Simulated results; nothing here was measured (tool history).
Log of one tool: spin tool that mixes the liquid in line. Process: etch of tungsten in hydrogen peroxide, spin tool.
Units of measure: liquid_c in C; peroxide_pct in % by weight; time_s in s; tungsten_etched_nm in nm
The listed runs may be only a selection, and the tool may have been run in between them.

run 1 hour=0 | liquid_c=49 peroxide_pct=21.5 time_s=55 | tungsten_etched_nm=159.5
run 2 hour=8.8 | liquid_c=49 peroxide_pct=21.5 time_s=60 | tungsten_etched_nm=173.93
run 3 hour=15.2 | liquid_c=49 peroxide_pct=21.5 time_s=55 | tungsten_etched_nm=158.19
run 4 hour=23 | liquid_c=45.5 peroxide_pct=21.5 time_s=55 | tungsten_etched_nm=128.49
run 5 hour=29.3 | liquid_c=49 peroxide_pct=21.5 time_s=55 | tungsten_etched_nm=159.31
run 6 hour=35.7 | liquid_c=45.5 peroxide_pct=21.5 time_s=55 | tungsten_etched_nm=129.26
run 7 hour=37.9 | liquid_c=45.5 peroxide_pct=21.5 time_s=55 | tungsten_etched_nm=129.42
run 8 hour=45.4 | liquid_c=43 peroxide_pct=21.5 time_s=55 | tungsten_etched_nm=110.47
run 9 hour=51.3 | liquid_c=41 peroxide_pct=21.5 time_s=55 | tungsten_etched_nm=95.857

Run 10 is up next; what results do you expect?
run 10 hour=60.2 | liquid_c=40 peroxide_pct=21.5 time_s=55 | tungsten_etched_nm=?

tungsten_etched_nm: 88.871 nm

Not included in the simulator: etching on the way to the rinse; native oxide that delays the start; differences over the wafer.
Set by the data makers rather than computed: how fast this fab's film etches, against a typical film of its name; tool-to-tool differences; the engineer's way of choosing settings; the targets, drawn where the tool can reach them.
